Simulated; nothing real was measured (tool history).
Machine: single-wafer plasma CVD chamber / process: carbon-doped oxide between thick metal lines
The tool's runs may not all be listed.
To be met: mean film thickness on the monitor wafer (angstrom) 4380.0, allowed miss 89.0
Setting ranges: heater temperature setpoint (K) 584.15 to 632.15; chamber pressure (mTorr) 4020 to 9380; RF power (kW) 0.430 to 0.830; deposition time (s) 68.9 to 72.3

| run | hour | heater temperature setpoint (K) | chamber pressure (mTorr) | RF power (kW) | deposition time (s) | mean film thickness on the monitor wafer (angstrom) |
|---|---|---|---|---|---|---|
| 1 | 0.0 | 608.15 | 6700 | 0.630 | 72.3 | 3871.4 |
| 2 | 3.6 | 606.15 | 6850 | 0.645 | 72.3 | 3946.8 |
| 3 | 11.8 | 599.15 | 6850 | 0.645 | 72.3 | 4065.1 |
| 4 | 20.1 | 609.15 | 6850 | 0.645 | 72.3 | 3921.1 |
| 5 | 23.3 | 609.15 | 6850 | 0.645 | 68.9 | 3740.7 |
| 6 | 25.7 | 609.15 | 6850 | 0.570 | 68.9 | 3472.7 |
| 7 | 27.4 | 606.15 | 6960 | 0.600 | 69.1 | 3624.5 |
| 8 | 31.3 | 604.15 | 7010 | 0.625 | 69.3 | 3738.2 |
| 9 | 34.7 | 602.15 | 6990 | 0.645 | 69.5 | 3826.5 |
| 10 | 38.3 | 601.15 | 6980 | 0.665 | 69.7 | 3941.9 |
| 11 | 44.7 | 600.15 | 6990 | 0.680 | 69.8 | 3993.9 |
| 12 | 51.2 | 599.15 | 6990 | 0.695 | 69.9 | 4095.5 |
| 13 | 60.1 | 598.15 | 7000 | 0.705 | 70.0 | 4130.8 |
| 14 | 64.4 | 597.15 | 7010 | 0.715 | 70.1 | 4183.5 |
| 15 | 66.3 | 596.15 | 7020 | 0.720 | 70.1 | 4240.1 |

Of the 5 settings listed for the next run, only one would bring every result within its allowed miss of target. Which one?
| A | 68.2 | 595.15 | 6600 | 0.785 | 72.3 | ? |
| B | 68.2 | 585.15 | 6450 | 0.810 | 68.9 | ? |
| C | 68.2 | 584.15 | 5600 | 0.825 | 68.9 | ? |
| D | 68.2 | 599.15 | 6940 | 0.745 | 72.2 | ? |
| E | 68.2 | 599.15 | 6990 | 0.830 | 72.3 | ? |

| move | mean film thickness on the monitor wafer (angstrom) |
|---|---|
| A | 4555.7 |
| B | 4604.4 |
| C | 4596.8 |
| D | 4368.6 |
| E | 4643.2 |
A: carries the result that was furthest off beyond its target, to the other side
B: carries the result that was furthest off beyond its target, to the other side
C: carries the result that was furthest off beyond its target, to the other side
D: every result lands within tolerance
E: carries the result that was furthest off beyond its target, to the other side
D meets every target.
